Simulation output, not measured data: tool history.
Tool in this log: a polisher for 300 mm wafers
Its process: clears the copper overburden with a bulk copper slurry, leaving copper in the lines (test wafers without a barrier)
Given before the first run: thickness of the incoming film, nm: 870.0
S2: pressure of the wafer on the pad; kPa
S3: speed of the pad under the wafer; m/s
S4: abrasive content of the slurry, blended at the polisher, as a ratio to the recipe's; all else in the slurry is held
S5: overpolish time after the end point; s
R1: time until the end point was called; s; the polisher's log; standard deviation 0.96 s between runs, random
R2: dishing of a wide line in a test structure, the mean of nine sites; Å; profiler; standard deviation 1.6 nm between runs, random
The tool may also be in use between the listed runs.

{"run": 1, "hour": 0.0, "flow of slurry (ml/min)": 150, "S2": 20.0, "S3": 1.14, "S4": 1.0, "S5": 15, "R1": 88.318, "R2": 850.38}
{"run": 2, "hour": 0.6, "flow of slurry (ml/min)": 125, "S2": 20.0, "S3": 1.14, "S4": 1.0, "S5": 15, "R1": 89.581, "R2": 852.86}
{"run": 3, "hour": 7.1, "flow of slurry (ml/min)": 125, "S2": 20.0, "S3": 1.14, "S4": 0.85, "S5": 15, "R1": 92.053, "R2": 836.73}
{"run": 4, "hour": 7.7, "flow of slurry (ml/min)": 125, "S2": 19.3, "S3": 1.14, "S4": 0.85, "S5": 17, "R1": 93.743, "R2": 873.34}
{"run": 5, "hour": 9.2, "flow of slurry (ml/min)": 105, "S2": 19.3, "S3": 1.14, "S4": 0.85, "S5": 17, "R1": 96.394, "R2": 886.79}
{"run": 6, "hour": 11.9, "flow of slurry (ml/min)": 105, "S2": 18.6, "S3": 1.14, "S4": 0.85, "S5": 18, "R1": 99.568, "R2": 893.6}
{"run": 7, "hour": 19.3, "flow of slurry (ml/min)": 105, "S2": 17.9, "S3": 1.14, "S4": 0.85, "S5": 19, "R1": 100.45, "R2": 893.4}

Expected results for the next run?
{"run": 8, "hour": 20.1, "flow of slurry (ml/min)": 105, "S2": 17.2, "S3": 1.14, "S4": 0.85, "S5": 20, "R1": "?", "R2": "?"}

Run 8 gave R1 106.950 s, R2 929.26 Å.

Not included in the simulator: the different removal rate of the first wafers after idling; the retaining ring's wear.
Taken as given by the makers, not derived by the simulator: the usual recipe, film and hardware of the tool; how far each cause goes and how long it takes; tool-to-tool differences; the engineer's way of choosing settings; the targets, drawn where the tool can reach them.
